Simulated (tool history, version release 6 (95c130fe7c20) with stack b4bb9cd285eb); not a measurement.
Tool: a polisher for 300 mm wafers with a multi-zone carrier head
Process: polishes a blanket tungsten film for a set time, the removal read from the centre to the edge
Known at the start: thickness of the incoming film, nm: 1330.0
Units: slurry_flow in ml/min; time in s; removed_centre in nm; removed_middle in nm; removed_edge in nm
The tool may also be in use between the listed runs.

{"run": 1, "hour": 0.0, "slurry_flow": 295, "centre_zone": 1, "middle_zone": 1, "edge_zone": 1, "slurry_solids": 1, "time": 47, "removed_centre": 259.27, "removed_middle": 268.78, "removed_edge": 277.49}
{"run": 2, "hour": 8.6, "slurry_flow": 300, "centre_zone": 1.02, "middle_zone": 1.01, "edge_zone": 1.01, "slurry_solids": 1.05, "time": 47, "removed_centre": 266.11, "removed_middle": 267.83, "removed_edge": 280.72}
{"run": 3, "hour": 13.0, "slurry_flow": 270, "centre_zone": 1.02, "middle_zone": 1.01, "edge_zone": 1.01, "slurry_solids": 1.05, "time": 47, "removed_centre": 265.81, "removed_middle": 268.32, "removed_edge": 273.62}
{"run": 4, "hour": 17.8, "slurry_flow": 270, "centre_zone": 0.95, "middle_zone": 1.01, "edge_zone": 1.01, "slurry_solids": 1.05, "time": 47, "removed_centre": 249.78, "removed_middle": 265.83, "removed_edge": 280.04}
{"run": 5, "hour": 18.9, "slurry_flow": 270, "centre_zone": 0.95, "middle_zone": 1.01, "edge_zone": 1.01, "slurry_solids": 1.05, "time": 37, "removed_centre": 192.63, "removed_middle": 211, "removed_edge": 216.62}
{"run": 6, "hour": 21.7, "slurry_flow": 270, "centre_zone": 0.95, "middle_zone": 1.01, "edge_zone": 1.01, "slurry_solids": 0.95, "time": 37, "removed_centre": 192.17, "removed_middle": 207.86, "removed_edge": 214.17}
{"run": 7, "hour": 25.3, "slurry_flow": 275, "centre_zone": 0.98, "middle_zone": 1.02, "edge_zone": 1.01, "slurry_solids": 1, "time": 39, "removed_centre": 208.11, "removed_middle": 226, "removed_edge": 224.71}
{"run": 8, "hour": 28.3, "slurry_flow": 280, "centre_zone": 1, "middle_zone": 1.02, "edge_zone": 1.02, "slurry_solids": 1.05, "time": 41, "removed_centre": 233.27, "removed_middle": 232.99, "removed_edge": 245.85}
{"run": 9, "hour": 35.4, "slurry_flow": 280, "centre_zone": 1.01, "middle_zone": 1.04, "edge_zone": 1.01, "slurry_solids": 1.1, "time": 43, "removed_centre": 248.82, "removed_middle": 256.18, "removed_edge": 258.24}
{"run": 10, "hour": 40.3, "slurry_flow": 310, "centre_zone": 1.11, "middle_zone": 1.08, "edge_zone": 1.11, "slurry_solids": 1.35, "time": 50, "removed_centre": 320.64, "removed_middle": 323.62, "removed_edge": 326.96}
{"run": 11, "hour": 47.9, "slurry_flow": 310, "centre_zone": 1.12, "middle_zone": 1.08, "edge_zone": 1.11, "slurry_solids": 1.35, "time": 50, "removed_centre": 332.58, "removed_middle": 330.61, "removed_edge": 330.5}
{"run": 12, "hour": 53.4, "slurry_flow": 310, "centre_zone": 1.13, "middle_zone": 1.08, "edge_zone": 1.11, "slurry_solids": 1.35, "time": 50, "removed_centre": 331.66, "removed_middle": 320.41, "removed_edge": 332.85}
{"run": 13, "hour": 57.7, "slurry_flow": 310, "centre_zone": 1.14, "middle_zone": 1.09, "edge_zone": 1.1, "slurry_solids": 1.35, "time": 50, "removed_centre": 341.37, "removed_middle": 318.07, "removed_edge": 323.64}
{"run": 14, "hour": 64.0, "slurry_flow": 315, "centre_zone": 1.14, "middle_zone": 1.1, "edge_zone": 1.1, "slurry_solids": 1.35, "time": 50, "removed_centre": 325.98, "removed_middle": 313.79, "removed_edge": 324.04}
{"run": 15, "hour": 70.9, "slurry_flow": 295, "centre_zone": 1.14, "middle_zone": 1.09, "edge_zone": 1.1, "slurry_solids": 1.35, "time": 50, "removed_centre": 328.61, "removed_middle": 319.76, "removed_edge": 329.27}

Run 16 comes next. What will it give?
{"run": 16, "hour": 78.5, "slurry_flow": 305, "centre_zone": 1.14, "middle_zone": 1.1, "edge_zone": 1.1, "slurry_solids": 1.35, "time": 50, "removed_centre": "?", "removed_middle": "?", "removed_edge": "?"}

Run 16 gave removed_centre 334.01 nm, removed_middle 334.83 nm, removed_edge 322.6 nm.
